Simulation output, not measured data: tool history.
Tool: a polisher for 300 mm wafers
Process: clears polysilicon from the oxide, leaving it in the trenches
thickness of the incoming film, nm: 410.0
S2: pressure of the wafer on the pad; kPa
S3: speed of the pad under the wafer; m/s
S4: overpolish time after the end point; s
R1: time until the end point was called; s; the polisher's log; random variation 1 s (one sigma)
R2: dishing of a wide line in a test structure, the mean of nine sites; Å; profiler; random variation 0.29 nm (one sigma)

run 1 day=0 | flow_of_slurry_(ml/min)=160 S2=14.5 S3=0.96 S4=8 | R1=51.505 R2=391.61
run 2 day=0.108 | flow_of_slurry_(ml/min)=160 S2=14.5 S3=1.1 S4=8 | R1=46.224 R2=417.9
run 3 day=0.35 | flow_of_slurry_(ml/min)=170 S2=13.1 S3=1.04 S4=6 | R1=51.569 R2=330.21
run 4 day=0.571 | flow_of_slurry_(ml/min)=175 S2=11.7 S3=1.04 S4=5 | R1=56.881 R2=271.76
run 5 day=0.642 | flow_of_slurry_(ml/min)=175 S2=11.7 S3=1.04 S4=3 | R1=56.841 R2=188.75
run 6 day=0.792 | flow_of_slurry_(ml/min)=170 S2=11 S3=1.04 S4=3 | R1=58.632 R2=176.03
-- day=0.925 worn pad replaced by a new one
run 7 day=0.925 | flow_of_slurry_(ml/min)=175 S2=10.3 S3=1.02 S4=3 | R1=59.253 R2=179.12
run 8 day=0.988 | flow_of_slurry_(ml/min)=175 S2=9.7 S3=1 S4=3 | R1=62.125 R2=164.98
run 9 day=1.321 | flow_of_slurry_(ml/min)=160 S2=8.3 S3=0.96 S4=7 | R1=72.067 R2=290.97
run 10 day=1.438 | flow_of_slurry_(ml/min)=160 S2=8.3 S3=0.96 S4=6 | R1=72.596 R2=260.18

Run 11 comes next. What will it give?
run 11 day=1.629 | flow_of_slurry_(ml/min)=165 S2=9 S3=0.94 S4=5 | R1=? R2=?

{"run 11": {"R1": 71.321, "R2": 227.7}}
